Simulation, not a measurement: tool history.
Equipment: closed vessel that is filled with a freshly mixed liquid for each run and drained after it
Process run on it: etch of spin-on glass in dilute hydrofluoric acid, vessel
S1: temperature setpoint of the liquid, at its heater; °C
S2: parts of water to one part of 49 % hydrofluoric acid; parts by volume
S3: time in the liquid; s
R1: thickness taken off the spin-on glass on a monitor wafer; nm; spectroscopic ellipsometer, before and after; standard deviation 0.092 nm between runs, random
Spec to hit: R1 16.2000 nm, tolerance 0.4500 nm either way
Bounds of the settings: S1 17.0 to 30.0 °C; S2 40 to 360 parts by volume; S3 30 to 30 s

run,hour,S1,S2,S3,R1
1,0.0,22.0,200,30,7.6504
2,8.6,23.5,185,30,8.8092
3,17.9,24.5,175,30,9.8289
4,22.6,25.5,165,30,10.9250
5,29.4,26.5,160,30,11.6550
6,38.7,26.5,160,30,11.6050
7,45.8,27.0,155,30,12.2960
8,52.7,27.5,150,30,12.9360
9,61.7,28.0,145,30,13.7000
10,64.0,28.5,140,30,14.6420
11,72.9,29.0,140,30,14.9540
12,76.5,30.0,130,30,16.8580
13,84.9,29.5,130,30,16.8270

4 next moves are on the table. One of them brings every result within its allowed miss. Which?
A,93.3,30.0,125,30,?
B,93.3,29.5,140,30,?
C,93.3,28.0,135,30,?
D,93.3,30.0,135,30,?

move,R1
A,17.8370
B,15.3280
C,15.1400
D,16.2950
A: further off than the last run
B: the result that was furthest off in the last run now lies on the other side of its target
C: the result that was furthest off in the last run now lies on the other side of its target
D: every result lands within tolerance
Go with D: it meets all targets.
